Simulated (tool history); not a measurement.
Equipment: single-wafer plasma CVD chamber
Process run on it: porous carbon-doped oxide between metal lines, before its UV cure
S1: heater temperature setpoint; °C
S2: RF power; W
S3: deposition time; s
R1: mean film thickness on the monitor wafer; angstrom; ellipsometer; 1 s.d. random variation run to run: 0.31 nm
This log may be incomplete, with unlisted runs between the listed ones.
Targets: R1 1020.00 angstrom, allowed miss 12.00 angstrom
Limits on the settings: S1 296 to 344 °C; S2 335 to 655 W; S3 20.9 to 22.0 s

run,hour,S1,S2,S3,R1
1,0.0,320,495,22.0,1072.40
2,1.5,320,495,22.0,1072.00
3,4.8,322,495,22.0,1057.20
4,6.7,323,495,22.0,1064.50
5,12.1,325,495,22.0,1048.70
6,16.1,325,540,22.0,1135.80
7,20.4,328,535,22.0,1116.80
8,26.6,330,530,22.0,1094.70
9,30.1,332,525,22.0,1076.80
10,35.2,334,525,22.0,1073.50
11,39.8,335,520,22.0,1052.70
12,41.8,336,520,22.0,1052.10
13,49.7,337,520,22.0,1046.80
14,55.7,338,520,22.0,1043.90
15,62.8,339,520,22.0,1040.30
16,65.6,340,520,22.0,1039.40

Below are 5 possible settings for the next run. Only one of them brings all results inside the allowed miss of their targets. Which is it?
A,68.4,335,530,20.9,?
B,68.4,338,520,22.0,?
C,68.4,344,535,20.9,?
D,68.4,341,525,21.0,?
E,68.4,342,535,20.9,?

move,R1
A,1022.50
B,1043.00
C,995.65
D,994.40
E,1003.40
A: each result inside its tolerance
B: lands further from the targets than the last run did
C: moves the result that the last run missed by most past its target, out the other side
D: moves the result that the last run missed by most past its target, out the other side
E: moves the result that the last run missed by most past its target, out the other side
The right move is A.
